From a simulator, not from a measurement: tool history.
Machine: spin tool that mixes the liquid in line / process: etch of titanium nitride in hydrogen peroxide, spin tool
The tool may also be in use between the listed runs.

run    day  temperature setpoint of the liquid (K)  concentration of hydrogen peroxide in the mixed liquid (% by weight)  time under the liquid (s)  thickness taken off the titanium nitride on a monitor wafer (Å)
  1      0                                  326.15                                                                    19                         95                                                           22.973
  2  0.217                                  326.15                                                                    19                         75                                                           18.581
  3  0.354                                  325.15                                                                    19                         75                                                           16.888
  4  0.546                                  324.65                                                                    19                         75                                                           16.363
  5  0.742                                  320.15                                                                    19                         75                                                           11.766
     0.838  -- heated supply line repaired
  6  0.838                                  320.65                                                                    19                         75                                                            15.39

What does the tool deliver on the next run?
  7  1.175                                  319.65                                                                    19                         75                                                                ?

{"run 7": {"thickness taken off the titanium nitride on a monitor wafer (Å)": 14.436}}
